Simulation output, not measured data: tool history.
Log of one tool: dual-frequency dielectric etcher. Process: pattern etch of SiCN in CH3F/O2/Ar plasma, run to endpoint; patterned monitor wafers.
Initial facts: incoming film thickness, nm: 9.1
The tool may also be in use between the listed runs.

run,hour,source power (kW),bias power (kW),endpoint time (s)
1,0.0,0.540,0.067,20.155
2,2.9,0.540,0.060,20.811
3,10.6,0.440,0.060,23.300
4,14.3,0.370,0.060,25.776
5,19.0,0.410,0.060,24.037
6,25.4,0.500,0.060,21.747
7,31.7,0.520,0.060,21.377
8,36.1,0.540,0.060,20.893
9,41.2,0.560,0.060,20.479
10,42.2,0.580,0.060,20.000

Run 11 comes next. What will it give?
11,47.8,0.580,0.060,?

{"run 11": {"endpoint time (s)": 19.997}}
